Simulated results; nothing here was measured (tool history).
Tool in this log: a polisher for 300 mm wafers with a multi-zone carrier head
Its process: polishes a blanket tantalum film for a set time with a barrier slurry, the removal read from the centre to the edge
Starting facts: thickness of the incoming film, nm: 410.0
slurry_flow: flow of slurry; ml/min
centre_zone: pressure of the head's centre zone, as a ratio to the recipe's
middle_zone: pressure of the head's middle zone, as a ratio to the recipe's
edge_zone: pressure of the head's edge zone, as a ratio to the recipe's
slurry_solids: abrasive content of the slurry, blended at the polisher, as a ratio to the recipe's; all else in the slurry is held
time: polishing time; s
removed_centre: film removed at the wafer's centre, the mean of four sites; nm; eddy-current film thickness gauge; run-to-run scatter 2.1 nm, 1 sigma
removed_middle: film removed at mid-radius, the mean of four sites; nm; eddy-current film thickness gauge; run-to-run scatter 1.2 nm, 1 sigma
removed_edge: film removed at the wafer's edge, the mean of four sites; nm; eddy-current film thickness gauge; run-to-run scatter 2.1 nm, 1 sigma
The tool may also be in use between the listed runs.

run  hour  slurry_flow  centre_zone  middle_zone  edge_zone  slurry_solids  time  removed_centre  removed_middle  removed_edge
  1   0.0          310         1.00         1.00       1.00           1.00    73          150.10          149.43        146.33
  2   2.2          325         1.05         1.03       1.01           1.10    73          161.27          157.41        152.82
  3   7.0          340         1.09         1.04       0.98           1.20    74          171.65          165.60        152.65
  4   7.6          340         1.09         1.04       0.98           1.00    74          163.95          157.29        146.38
  5  15.4          340         1.09         1.04       0.98           1.15    74          172.35          160.58        153.16
  6  22.9          350         1.12         1.07       0.97           1.25    74          178.51          170.12        154.78

Forecast run 7:
  7  27.4          360         1.14         1.07       0.96           1.30    75               ?               ?             ?

removed_centre: 186.75 nm
removed_middle: 173.83 nm
removed_edge: 158.18 nm
